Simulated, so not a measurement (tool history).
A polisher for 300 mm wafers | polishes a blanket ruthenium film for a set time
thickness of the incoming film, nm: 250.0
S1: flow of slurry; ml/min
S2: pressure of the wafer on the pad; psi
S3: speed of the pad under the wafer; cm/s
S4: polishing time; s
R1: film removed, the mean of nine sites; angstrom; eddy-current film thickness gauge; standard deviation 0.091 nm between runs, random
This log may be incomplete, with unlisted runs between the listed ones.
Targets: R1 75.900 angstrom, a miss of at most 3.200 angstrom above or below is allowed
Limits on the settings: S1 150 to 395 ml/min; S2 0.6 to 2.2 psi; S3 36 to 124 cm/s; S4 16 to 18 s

run,day,S1,S2,S3,S4,R1
1,0.000,250,1.4,80,18,108.520
2,0.225,250,1.4,94,18,125.750
3,0.567,200,1.4,94,18,119.670
4,0.729,200,1.2,94,18,103.410
5,1.042,200,1.2,110,18,120.060
6,1.096,150,1.2,110,18,111.950
7,1.292,150,1.2,110,18,112.420
8,1.525,150,1.0,110,18,95.012
9,1.612,150,1.0,110,18,94.793
10,1.958,150,0.9,110,18,85.481

Of the 5 settings listed for the next run, only one would bring every result within its allowed miss of target. Which one?
A,2.304,150,1.0,116,18,?
B,2.304,190,1.0,122,16,?
C,2.304,175,0.9,112,17,?
D,2.304,160,0.9,122,18,?
E,2.304,190,0.8,110,17,?

move,R1
A,99.401
B,96.515
C,84.928
D,95.151
E,75.830
A: the biggest miss grows against the last run
B: the biggest miss grows against the last run
C: an improvement on the last run, though not all results are within tolerance
D: the biggest miss grows against the last run
E: every result lands within tolerance
Move E is the one to make.

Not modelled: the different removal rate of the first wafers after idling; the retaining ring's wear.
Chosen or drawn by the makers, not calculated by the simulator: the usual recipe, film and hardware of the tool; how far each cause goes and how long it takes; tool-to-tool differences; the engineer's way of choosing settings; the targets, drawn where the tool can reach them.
